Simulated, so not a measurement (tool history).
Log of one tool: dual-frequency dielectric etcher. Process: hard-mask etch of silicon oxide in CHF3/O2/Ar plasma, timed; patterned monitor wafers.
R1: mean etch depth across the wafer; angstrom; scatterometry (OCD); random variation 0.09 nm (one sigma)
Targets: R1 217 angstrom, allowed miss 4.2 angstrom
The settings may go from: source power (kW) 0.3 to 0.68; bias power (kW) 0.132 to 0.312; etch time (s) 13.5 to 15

{"run": 1, "day": 0.0, "source power (kW)": 0.49, "bias power (kW)": 0.222, "etch time (s)": 15, "R1": 281.17}
{"run": 2, "day": 0.204, "source power (kW)": 0.55, "bias power (kW)": 0.222, "etch time (s)": 15, "R1": 300.21}
{"run": 3, "day": 0.433, "source power (kW)": 0.59, "bias power (kW)": 0.222, "etch time (s)": 15, "R1": 310.4}
{"run": 4, "day": 0.558, "source power (kW)": 0.55, "bias power (kW)": 0.213, "etch time (s)": 15, "R1": 295.81}
{"run": 5, "day": 0.633, "source power (kW)": 0.52, "bias power (kW)": 0.205, "etch time (s)": 15, "R1": 284.98}
{"run": 6, "day": 0.933, "source power (kW)": 0.49, "bias power (kW)": 0.197, "etch time (s)": 15, "R1": 271.76}
{"run": 7, "day": 1.204, "source power (kW)": 0.46, "bias power (kW)": 0.192, "etch time (s)": 15, "R1": 264.15}
{"run": 8, "day": 1.296, "source power (kW)": 0.44, "bias power (kW)": 0.186, "etch time (s)": 15, "R1": 256.05}
{"run": 9, "day": 1.508, "source power (kW)": 0.42, "bias power (kW)": 0.182, "etch time (s)": 15, "R1": 249.22}
{"run": 10, "day": 1.679, "source power (kW)": 0.4, "bias power (kW)": 0.179, "etch time (s)": 15, "R1": 241.21}
{"run": 11, "day": 1.767, "source power (kW)": 0.39, "bias power (kW)": 0.178, "etch time (s)": 15, "R1": 239.94}
{"run": 12, "day": 1.983, "source power (kW)": 0.38, "bias power (kW)": 0.176, "etch time (s)": 15, "R1": 235.11}
{"run": 13, "day": 2.088, "source power (kW)": 0.38, "bias power (kW)": 0.176, "etch time (s)": 15, "R1": 233.86}
{"run": 14, "day": 2.342, "source power (kW)": 0.37, "bias power (kW)": 0.175, "etch time (s)": 15, "R1": 230.47}
{"day": 2.404, "done": "wet clean of the chamber"}
{"run": 15, "day": 2.404, "source power (kW)": 0.36, "bias power (kW)": 0.175, "etch time (s)": 15, "R1": 222.71}

Which of these 5 next moves meets every target?
{"run": "A", "day": 2.467, "source power (kW)": 0.39, "bias power (kW)": 0.172, "etch time (s)": 13.5, "R1": "?"}
{"run": "B", "day": 2.467, "source power (kW)": 0.37, "bias power (kW)": 0.202, "etch time (s)": 14.5, "R1": "?"}
{"run": "C", "day": 2.467, "source power (kW)": 0.44, "bias power (kW)": 0.139, "etch time (s)": 14, "R1": "?"}
{"run": "D", "day": 2.467, "source power (kW)": 0.44, "bias power (kW)": 0.212, "etch time (s)": 13.5, "R1": "?"}
{"run": "E", "day": 2.467, "source power (kW)": 0.42, "bias power (kW)": 0.185, "etch time (s)": 14, "R1": "?"}

move=A R1=207.57
move=B R1=225.92
move=C R1=217.98
move=D R1=233.15
move=E R1=227.88
A: takes the result that was furthest off past its target
B: further off than the last run
C: meets every target
D: further off than the last run
E: further off than the last run
The right move is C.

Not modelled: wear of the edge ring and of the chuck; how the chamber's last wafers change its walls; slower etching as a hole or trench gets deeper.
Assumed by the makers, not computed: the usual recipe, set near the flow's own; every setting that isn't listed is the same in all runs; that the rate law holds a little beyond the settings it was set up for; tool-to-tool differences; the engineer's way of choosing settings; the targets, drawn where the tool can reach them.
